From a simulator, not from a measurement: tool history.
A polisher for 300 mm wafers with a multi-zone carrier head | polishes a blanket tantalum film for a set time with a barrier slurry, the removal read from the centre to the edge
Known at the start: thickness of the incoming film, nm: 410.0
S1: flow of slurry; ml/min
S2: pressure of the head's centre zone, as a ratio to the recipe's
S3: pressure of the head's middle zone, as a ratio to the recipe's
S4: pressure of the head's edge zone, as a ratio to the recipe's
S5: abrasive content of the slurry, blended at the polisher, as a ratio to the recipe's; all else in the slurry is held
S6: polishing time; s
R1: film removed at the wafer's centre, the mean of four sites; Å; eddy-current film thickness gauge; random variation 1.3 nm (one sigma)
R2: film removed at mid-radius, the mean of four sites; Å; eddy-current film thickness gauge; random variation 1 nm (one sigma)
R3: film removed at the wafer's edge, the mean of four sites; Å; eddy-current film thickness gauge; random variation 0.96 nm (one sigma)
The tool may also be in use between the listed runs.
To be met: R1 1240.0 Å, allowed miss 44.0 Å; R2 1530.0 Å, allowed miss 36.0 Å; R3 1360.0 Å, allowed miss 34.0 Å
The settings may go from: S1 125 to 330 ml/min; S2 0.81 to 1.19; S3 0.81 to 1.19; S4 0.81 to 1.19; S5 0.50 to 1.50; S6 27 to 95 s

{"run": 1, "hour": 0.0, "S1": 210, "S2": 1.0, "S3": 1.0, "S4": 1.0, "S5": 1.0, "S6": 61, "R1": 1192.4, "R2": 1140.8, "R3": 1186.2}
{"run": 2, "hour": 4.3, "S1": 230, "S2": 0.98, "S3": 1.05, "S4": 1.02, "S5": 1.05, "S6": 61, "R1": 1170.4, "R2": 1225.6, "R3": 1226.4}
{"run": 3, "hour": 6.4, "S1": 230, "S2": 0.98, "S3": 1.05, "S4": 1.06, "S5": 1.05, "S6": 61, "R1": 1172.4, "R2": 1228.2, "R3": 1234.8}
{"run": 4, "hour": 10.8, "S1": 245, "S2": 0.98, "S3": 1.08, "S4": 1.07, "S5": 1.1, "S6": 61, "R1": 1231.3, "R2": 1288.5, "R3": 1291.4}
{"run": 5, "hour": 14.2, "S1": 245, "S2": 0.98, "S3": 1.08, "S4": 1.07, "S5": 1.25, "S6": 61, "R1": 1263.4, "R2": 1321.0, "R3": 1315.5}
{"run": 6, "hour": 16.3, "S1": 270, "S2": 0.98, "S3": 1.08, "S4": 1.07, "S5": 1.25, "S6": 61, "R1": 1290.7, "R2": 1349.8, "R3": 1328.8}
{"run": 7, "hour": 17.7, "S1": 280, "S2": 0.96, "S3": 1.11, "S4": 1.07, "S5": 1.25, "S6": 61, "R1": 1271.4, "R2": 1395.6, "R3": 1337.7}
{"run": 8, "hour": 25.2, "S1": 285, "S2": 0.95, "S3": 1.13, "S4": 1.07, "S5": 1.25, "S6": 61, "R1": 1244.5, "R2": 1401.1, "R3": 1339.9}
{"run": 9, "hour": 34.1, "S1": 295, "S2": 0.94, "S3": 1.14, "S4": 1.06, "S5": 1.3, "S6": 61, "R1": 1230.0, "R2": 1437.2, "R3": 1337.9}

Which of these 5 next moves meets every target?
{"run": "A", "hour": 43.0, "S1": 250, "S2": 0.89, "S3": 1.07, "S4": 0.95, "S5": 1.45, "S6": 64, "R1": "?", "R2": "?", "R3": "?"}
{"run": "B", "hour": 43.0, "S1": 330, "S2": 0.92, "S3": 1.19, "S4": 1.05, "S5": 1.15, "S6": 64, "R1": "?", "R2": "?", "R3": "?"}
{"run": "C", "hour": 43.0, "S1": 325, "S2": 0.92, "S3": 1.19, "S4": 0.96, "S5": 1.25, "S6": 62, "R1": "?", "R2": "?", "R3": "?"}
{"run": "D", "hour": 43.0, "S1": 280, "S2": 0.86, "S3": 1.13, "S4": 1.09, "S5": 1.35, "S6": 60, "R1": "?", "R2": "?", "R3": "?"}
{"run": "E", "hour": 43.0, "S1": 275, "S2": 0.87, "S3": 1.19, "S4": 0.95, "S5": 1.25, "S6": 63, "R1": "?", "R2": "?", "R3": "?"}

move=A R1=1264.3 R2=1439.4 R3=1374.5
move=B R1=1271.6 R2=1527.4 R3=1379.5
move=C R1=1259.4 R2=1513.1 R3=1313.9
move=D R1=1142.3 R2=1408.0 R3=1358.5
move=E R1=1187.3 R2=1512.4 R3=1312.3
A: as far off as the last run
B: meets every target
C: brings the result that was furthest off to its target, and leaves another outside
D: further off than the last run
E: brings the result that was furthest off to its target, and leaves another outside
Move B is the one to make.
